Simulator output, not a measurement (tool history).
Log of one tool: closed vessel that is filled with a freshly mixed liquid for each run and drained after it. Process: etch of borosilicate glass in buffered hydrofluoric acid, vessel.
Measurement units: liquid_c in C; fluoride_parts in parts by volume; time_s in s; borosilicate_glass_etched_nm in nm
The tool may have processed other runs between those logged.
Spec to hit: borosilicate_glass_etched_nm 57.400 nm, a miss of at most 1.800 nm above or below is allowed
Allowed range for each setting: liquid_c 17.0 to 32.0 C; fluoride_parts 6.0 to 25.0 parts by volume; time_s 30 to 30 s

| run | hour | liquid_c | fluoride_parts | time_s | borosilicate_glass_etched_nm |
|---|---|---|---|---|---|
| 1 | 0.0 | 24.0 | 15.5 | 30 | 24.962 |
| 2 | 3.0 | 24.0 | 19.0 | 30 | 20.373 |
| 3 | 11.4 | 26.0 | 16.5 | 30 | 25.627 |
| 4 | 14.1 | 26.0 | 12.5 | 30 | 34.484 |
| 5 | 16.0 | 24.0 | 12.5 | 30 | 30.841 |
| 6 | 22.0 | 24.0 | 10.5 | 30 | 37.044 |
| 7 | 28.2 | 26.0 | 10.0 | 30 | 43.153 |
| 8 | 33.6 | 27.0 | 10.0 | 30 | 44.408 |
| 9 | 41.6 | 28.0 | 10.0 | 30 | 47.246 |
| 10 | 45.8 | 29.0 | 10.0 | 30 | 49.606 |
| 11 | 51.0 | 29.5 | 10.0 | 30 | 51.679 |

Which single option among these 5 for the next run brings every result within its allowed miss of target? Just one does.
| A | 56.2 | 29.0 | 8.5 | 30 | ? |
| B | 56.2 | 29.5 | 8.0 | 30 | ? |
| C | 56.2 | 28.0 | 7.5 | 30 | ? |
| D | 56.2 | 25.0 | 8.5 | 30 | ? |
| E | 56.2 | 25.0 | 9.0 | 30 | ? |

| move | borosilicate_glass_etched_nm |
|---|---|
| A | 57.134 |
| B | 62.670 |
| C | 62.247 |
| D | 46.326 |
| E | 43.497 |
A: meets every target
B: carries the result that was furthest off beyond its target, to the other side
C: carries the result that was furthest off beyond its target, to the other side
D: lands further from the targets than the last run did
E: lands further from the targets than the last run did
Move A is the one to make.
